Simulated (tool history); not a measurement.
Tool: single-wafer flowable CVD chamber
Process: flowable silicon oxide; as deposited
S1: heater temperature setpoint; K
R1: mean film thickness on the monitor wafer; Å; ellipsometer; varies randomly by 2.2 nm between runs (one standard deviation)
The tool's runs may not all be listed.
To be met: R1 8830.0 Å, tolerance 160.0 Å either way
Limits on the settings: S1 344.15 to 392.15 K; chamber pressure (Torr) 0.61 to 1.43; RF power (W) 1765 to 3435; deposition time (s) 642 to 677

Run 1, day 0.000: S1 368.15 K, chamber pressure (Torr) 1.02, RF power (W) 2600, deposition time (s) 677. Result: R1 6935.1 Å.
Run 2, day 0.108: S1 366.15 K, chamber pressure (Torr) 1.02, RF power (W) 2600, deposition time (s) 677. Result: R1 7334.4 Å.
Run 3, day 0.325: S1 366.15 K, chamber pressure (Torr) 1.02, RF power (W) 2600, deposition time (s) 677. Result: R1 7342.5 Å.
Run 4, day 0.358: S1 365.15 K, chamber pressure (Torr) 1.02, RF power (W) 2600, deposition time (s) 677. Result: R1 7557.0 Å.
At day 0.575: RF generator calibrated.
Run 5, day 0.575: S1 375.15 K, chamber pressure (Torr) 1.02, RF power (W) 2600, deposition time (s) 677. Result: R1 5737.6 Å.
Run 6, day 0.738: S1 369.15 K, chamber pressure (Torr) 1.02, RF power (W) 2600, deposition time (s) 677. Result: R1 6820.0 Å.
Run 7, day 1.046: S1 367.15 K, chamber pressure (Torr) 1.02, RF power (W) 2600, deposition time (s) 677. Result: R1 7185.6 Å.
Run 8, day 1.146: S1 365.15 K, chamber pressure (Torr) 1.02, RF power (W) 2600, deposition time (s) 677. Result: R1 7667.1 Å.

Pick the move, out of 5, that brings all results within their allowed miss; only one does.
Run A, day 1.246: S1 362.15 K, chamber pressure (Torr) 1.14, RF power (W) 2450, deposition time (s) 677. Result: R1 ?.
Run B, day 1.246: S1 364.15 K, chamber pressure (Torr) 1.19, RF power (W) 2875, deposition time (s) 668. Result: R1 ?.
Run C, day 1.246: S1 362.15 K, chamber pressure (Torr) 1.19, RF power (W) 2045, deposition time (s) 677. Result: R1 ?.
Run D, day 1.246: S1 364.15 K, chamber pressure (Torr) 1.27, RF power (W) 2020, deposition time (s) 673. Result: R1 ?.
Run E, day 1.246: S1 361.15 K, chamber pressure (Torr) 1.05, RF power (W) 2605, deposition time (s) 677. Result: R1 ?.

move      R1
   A  9209.6
   B  9123.7
   C  9181.4
   D  9112.9
   E  8865.8
A: takes the result that was furthest off past its target
B: takes the result that was furthest off past its target
C: takes the result that was furthest off past its target
D: takes the result that was furthest off past its target
E: meets every target
Move E is the one to make.
